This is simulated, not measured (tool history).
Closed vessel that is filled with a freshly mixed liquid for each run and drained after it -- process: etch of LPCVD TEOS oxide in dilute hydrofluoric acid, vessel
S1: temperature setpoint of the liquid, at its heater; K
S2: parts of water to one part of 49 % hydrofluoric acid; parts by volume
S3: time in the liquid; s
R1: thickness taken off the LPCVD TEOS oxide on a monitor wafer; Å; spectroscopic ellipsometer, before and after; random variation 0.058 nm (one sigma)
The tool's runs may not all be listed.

run	day	S1	S2	S3	R1
1	0	295.15	100	30	143.51
2	0.275	293.15	100	30	132.44
3	0.496	293.15	80	30	169.25
4	0.592	292.15	85	30	152.26
5	0.921	292.15	85	30	150.75
6	1.162	292.15	65	30	202.36
7	1.283	291.65	75	30	171.13
8	1.325	291.15	80	30	155.4

Run 9 is up next; what results do you expect?
9	1.55	290.65	85	30	?

For run 9 the tool returned R1 142.55 Å.

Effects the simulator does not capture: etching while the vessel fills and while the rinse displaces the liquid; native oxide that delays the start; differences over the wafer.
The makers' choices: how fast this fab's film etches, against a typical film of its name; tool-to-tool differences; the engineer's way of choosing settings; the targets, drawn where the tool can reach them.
